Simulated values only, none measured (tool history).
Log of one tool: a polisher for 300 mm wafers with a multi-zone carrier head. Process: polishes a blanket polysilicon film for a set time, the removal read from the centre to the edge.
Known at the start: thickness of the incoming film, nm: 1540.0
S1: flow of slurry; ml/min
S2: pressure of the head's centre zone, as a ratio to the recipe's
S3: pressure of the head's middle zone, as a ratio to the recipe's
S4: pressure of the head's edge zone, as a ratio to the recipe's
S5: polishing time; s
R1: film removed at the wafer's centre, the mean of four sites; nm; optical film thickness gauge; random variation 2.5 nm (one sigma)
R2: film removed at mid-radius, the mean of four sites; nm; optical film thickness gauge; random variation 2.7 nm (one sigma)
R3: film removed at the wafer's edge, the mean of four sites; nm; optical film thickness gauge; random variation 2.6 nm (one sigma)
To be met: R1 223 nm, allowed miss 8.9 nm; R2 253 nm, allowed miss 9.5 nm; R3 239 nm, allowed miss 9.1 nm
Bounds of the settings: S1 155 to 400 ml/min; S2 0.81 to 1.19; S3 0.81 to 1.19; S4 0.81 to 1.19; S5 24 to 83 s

| run | hour | S1 | S2 | S3 | S4 | S5 | R1 | R2 | R3 |
|---|---|---|---|---|---|---|---|---|---|
| 1 | 0 | 255 | 1 | 1 | 1 | 53 | 489.97 | 498.2 | 487.69 |
| 2 | 3 | 255 | 1 | 1 | 1 | 48 | 438.07 | 450.8 | 449.47 |
| 3 | 4.8 | 255 | 0.96 | 1 | 1 | 48 | 429.52 | 457.38 | 442.41 |
| 4 | 6.2 | 320 | 0.96 | 1 | 1 | 48 | 444.89 | 461.04 | 455.21 |
| 5 | 10.9 | 320 | 0.96 | 1.08 | 1 | 48 | 435.88 | 502.78 | 460.29 |
| 6 | 16.9 | 285 | 0.93 | 1.04 | 0.96 | 43 | 376.18 | 430.54 | 393.45 |
| 7 | 23.3 | 270 | 0.91 | 1.01 | 0.94 | 39 | 323.3 | 376.11 | 346.12 |
| 8 | 29.6 | 270 | 0.91 | 1.01 | 0.94 | 39 | 324.39 | 374.57 | 347.97 |
| 9 | 37 | 200 | 0.85 | 0.91 | 0.84 | 24 | 180.89 | 201.64 | 197.31 |
| 10 | 44.4 | 230 | 0.85 | 0.92 | 0.85 | 24 | 183.34 | 209.36 | 203.95 |
| 11 | 53.4 | 300 | 0.95 | 1.01 | 0.95 | 27 | 243.03 | 262.54 | 245.47 |
| 12 | 54.5 | 295 | 0.94 | 1 | 0.94 | 27 | 235.37 | 258.49 | 240.98 |
| 13 | 61.9 | 295 | 0.93 | 1 | 0.94 | 27 | 238.31 | 257.6 | 246.68 |
| 14 | 63.6 | 290 | 0.92 | 1 | 0.93 | 27 | 232.11 | 261.02 | 240 |

5 next moves are on the table. One of them brings every result within its allowed miss. Which?
| A | 65.3 | 320 | 0.98 | 0.99 | 0.9 | 27 | ? | ? | ? |
| B | 65.3 | 250 | 0.85 | 1.07 | 0.86 | 28 | ? | ? | ? |
| C | 65.3 | 255 | 0.9 | 0.99 | 0.93 | 27 | ? | ? | ? |
| D | 65.3 | 310 | 0.99 | 0.92 | 0.9 | 27 | ? | ? | ? |
| E | 65.3 | 275 | 0.95 | 0.97 | 0.93 | 27 | ? | ? | ? |

| move | R1 | R2 | R3 |
|---|---|---|---|
| A | 250.52 | 255.07 | 241.37 |
| B | 218.44 | 275.06 | 239.85 |
| C | 223.64 | 248.86 | 240.43 |
| D | 252.1 | 239.11 | 241.02 |
| E | 238.51 | 246.78 | 242.15 |
A: further off than the last run
B: brings the result that was furthest off to its target, and leaves another outside
C: meets every target
D: further off than the last run
E: further off than the last run
Answer: C
